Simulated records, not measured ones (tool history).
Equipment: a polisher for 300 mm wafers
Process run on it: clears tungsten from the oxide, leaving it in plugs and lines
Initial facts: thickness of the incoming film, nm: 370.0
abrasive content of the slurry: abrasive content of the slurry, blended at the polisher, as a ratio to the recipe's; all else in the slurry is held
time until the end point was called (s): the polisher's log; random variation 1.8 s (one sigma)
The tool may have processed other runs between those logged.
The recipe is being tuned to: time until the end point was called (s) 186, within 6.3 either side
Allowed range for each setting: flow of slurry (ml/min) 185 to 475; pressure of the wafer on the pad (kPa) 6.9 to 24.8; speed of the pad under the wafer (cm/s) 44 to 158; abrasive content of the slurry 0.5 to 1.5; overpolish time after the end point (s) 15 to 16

run	day	flow of slurry (ml/min)	pressure of the wafer on the pad (kPa)	speed of the pad under the wafer (cm/s)	abrasive content of the slurry	overpolish time after the end point (s)	time until the end point was called (s)
1	0	305	15.9	100	1	15	139.38
2	0.146	305	15.9	100	1.2	15	131.31
3	0.258	305	15.9	100	1.2	16	131.92
4	0.438	305	15.9	100	1.35	16	128.43
5	0.783	305	14.5	100	1.35	16	139.07
6	0.892	305	14.5	100	1.35	16	140.39
7	1.017	305	13.8	100	1.35	16	145.83
8	1.35	305	13.1	100	1.35	16	149.68
9	1.654	305	12.4	100	1.35	16	161.65
10	1.883	305	11.7	100	1.35	16	171.42

Which single option among these 5 for the next run brings every result within its allowed miss of target? Just one does.
A	2.112	315	11	86	1.5	16	?
B	2.112	310	10.3	96	1.3	16	?
C	2.112	300	13.1	70	1.3	16	?
D	2.112	315	9	116	1.2	15	?
E	2.112	310	9.7	114	1.25	16	?

move	time until the end point was called (s)
A	196.38
B	198.61
C	203.73
D	197.93
E	186.08
A: takes the biggest miss from the last run beyond its target
B: takes the biggest miss from the last run beyond its target
C: takes the biggest miss from the last run beyond its target
D: takes the biggest miss from the last run beyond its target
E: each result inside its tolerance
So the answer is move E, the one that meets all the targets.
